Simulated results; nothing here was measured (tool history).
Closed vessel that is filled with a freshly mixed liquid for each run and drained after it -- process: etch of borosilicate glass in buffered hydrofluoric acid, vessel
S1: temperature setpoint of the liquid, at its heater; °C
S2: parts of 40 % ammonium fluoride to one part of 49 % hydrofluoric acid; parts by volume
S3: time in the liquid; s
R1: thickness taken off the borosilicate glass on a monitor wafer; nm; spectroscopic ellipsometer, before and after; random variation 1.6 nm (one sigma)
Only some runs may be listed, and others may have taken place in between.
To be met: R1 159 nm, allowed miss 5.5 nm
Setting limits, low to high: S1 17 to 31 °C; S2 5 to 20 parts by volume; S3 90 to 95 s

run	hour	S1	S2	S3	R1
1	0	23	12	90	89.542
2	1	23	10	90	102.58
3	3.6	24	10	90	112.06
4	12.2	25	10	90	116.21
5	17.6	26.5	10	90	126.53
6	25.8	26.5	10	90	124.25
# hour 35.1: hydrofluoric acid flow meter replaced
7	35.1	27	10	90	121.59
8	39.1	31	8	90	184.91
9	45.9	30.5	8	90	179.36
10	53.7	30	8	90	174.55
11	62	29.5	8	90	170.05

Of the 4 settings listed for the next run, only one would bring every result within its allowed miss of target. Which one?
A	70.3	30.5	8.5	90	?
B	70.3	27	7.5	90	?
C	70.3	27	7	90	?
D	70.3	31	8	90	?

move	R1
A	168.37
B	161.15
C	173.87
D	184.64
A: nearer the targets than the last run, but a result is still out of spec
B: in spec on every target
C: lands further from the targets than the last run did
D: lands further from the targets than the last run did
The right move is B.
